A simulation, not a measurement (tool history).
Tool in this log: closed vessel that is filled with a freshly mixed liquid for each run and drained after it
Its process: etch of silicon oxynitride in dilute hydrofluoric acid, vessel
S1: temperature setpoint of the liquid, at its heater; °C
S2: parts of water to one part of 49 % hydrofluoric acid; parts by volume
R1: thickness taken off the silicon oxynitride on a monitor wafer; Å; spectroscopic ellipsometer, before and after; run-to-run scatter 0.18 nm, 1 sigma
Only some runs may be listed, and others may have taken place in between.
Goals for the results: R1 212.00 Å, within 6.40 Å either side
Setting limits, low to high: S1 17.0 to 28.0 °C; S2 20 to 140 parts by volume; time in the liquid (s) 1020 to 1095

{"run": 1, "hour": 0.0, "S1": 20.0, "S2": 75, "time in the liquid (s)": 1020, "R1": 251.89}
{"run": 2, "hour": 7.9, "S1": 20.0, "S2": 55, "time in the liquid (s)": 1020, "R1": 345.44}
{"run": 3, "hour": 9.7, "S1": 20.0, "S2": 65, "time in the liquid (s)": 1020, "R1": 290.17}
{"run": 4, "hour": 13.0, "S1": 20.0, "S2": 80, "time in the liquid (s)": 1020, "R1": 234.62}
{"run": 5, "hour": 19.4, "S1": 20.0, "S2": 60, "time in the liquid (s)": 1020, "R1": 317.85}
{"run": 6, "hour": 27.5, "S1": 20.0, "S2": 60, "time in the liquid (s)": 1095, "R1": 340.6}
{"run": 7, "hour": 28.6, "S1": 19.0, "S2": 65, "time in the liquid (s)": 1095, "R1": 295.11}
{"run": 8, "hour": 32.4, "S1": 19.0, "S2": 65, "time in the liquid (s)": 1095, "R1": 298.35}
{"run": 9, "hour": 35.5, "S1": 19.0, "S2": 65, "time in the liquid (s)": 1095, "R1": 296.29}
{"run": 10, "hour": 39.8, "S1": 18.5, "S2": 70, "time in the liquid (s)": 1095, "R1": 269.66}
{"run": 11, "hour": 48.4, "S1": 18.0, "S2": 75, "time in the liquid (s)": 1095, "R1": 247.08}
{"run": 12, "hour": 52.1, "S1": 17.5, "S2": 75, "time in the liquid (s)": 1095, "R1": 235.8}

5 candidate next runs follow, results not yet known. Just one meets every target within its allowed miss. Identify it.
{"run": "A", "hour": 55.8, "S1": 17.5, "S2": 75, "time in the liquid (s)": 1055, "R1": "?"}
{"run": "B", "hour": 55.8, "S1": 17.0, "S2": 70, "time in the liquid (s)": 1050, "R1": "?"}
{"run": "C", "hour": 55.8, "S1": 18.0, "S2": 80, "time in the liquid (s)": 1025, "R1": "?"}
{"run": "D", "hour": 55.8, "S1": 17.0, "S2": 70, "time in the liquid (s)": 1095, "R1": "?"}
{"run": "E", "hour": 55.8, "S1": 17.0, "S2": 70, "time in the liquid (s)": 1020, "R1": "?"}

move=A R1=230.47
move=B R1=240.39
move=C R1=214.57
move=D R1=250.69
move=E R1=233.52
A: closer than the last run, but not yet in spec
B: the biggest miss grows against the last run
C: meets every target
D: the biggest miss grows against the last run
E: closer than the last run, but not yet in spec
Answer: C
